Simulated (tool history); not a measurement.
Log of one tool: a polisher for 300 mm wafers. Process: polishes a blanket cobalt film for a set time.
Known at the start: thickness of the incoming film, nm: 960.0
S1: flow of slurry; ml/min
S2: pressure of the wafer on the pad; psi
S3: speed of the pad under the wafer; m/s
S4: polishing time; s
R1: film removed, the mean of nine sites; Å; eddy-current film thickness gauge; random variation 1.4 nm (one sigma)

run    day   S1   S2    S3  S4      R1
  1  0.000  130  1.9  0.94  55  2790.8
  2  0.067  130  2.2  0.94  55  3188.4
  3  0.292  130  2.2  0.94  50  2901.8
  4  0.354  125  1.8  0.90  50  2310.0
  5  0.446  125  1.6  0.90  50  2034.2
  6  0.704  125  1.6  0.76  50  1793.9

Run 7 comes next. What will it give?
  7  0.971  120  1.5  0.76  50   ?

R1: 1666.6 Å

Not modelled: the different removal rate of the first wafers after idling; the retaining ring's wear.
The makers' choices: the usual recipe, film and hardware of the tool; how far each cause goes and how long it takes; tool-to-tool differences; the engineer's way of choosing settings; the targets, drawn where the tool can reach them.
